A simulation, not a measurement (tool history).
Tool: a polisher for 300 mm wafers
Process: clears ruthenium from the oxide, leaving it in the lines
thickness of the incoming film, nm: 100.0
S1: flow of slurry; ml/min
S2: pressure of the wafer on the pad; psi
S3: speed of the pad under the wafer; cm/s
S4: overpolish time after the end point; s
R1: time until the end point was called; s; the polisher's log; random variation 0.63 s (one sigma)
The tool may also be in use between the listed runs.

| run | day | S1 | S2 | S3 | S4 | R1 |
|---|---|---|---|---|---|---|
| 1 | 0 | 220 | 2 | 94 | 17 | 91.586 |
| 2 | 0.296 | 220 | 2 | 108 | 17 | 81.074 |
| 3 | 0.604 | 220 | 2 | 96 | 17 | 90.67 |
| 4 | 0.967 | 220 | 2.1 | 96 | 17 | 86.599 |
| 5 | 1.342 | 220 | 2.2 | 96 | 17 | 83.367 |
| 6 | 1.6 | 220 | 2.2 | 96 | 17 | 82.731 |
| 7 | 1.646 | 220 | 2.3 | 96 | 17 | 77.985 |
| 8 | 1.725 | 225 | 2.4 | 96 | 17 | 76.206 |

The next listed run, before its measurement:
| 9 | 1.817 | 225 | 2.5 | 96 | 17 | ? |

Run 9 gave R1 73.617 s.
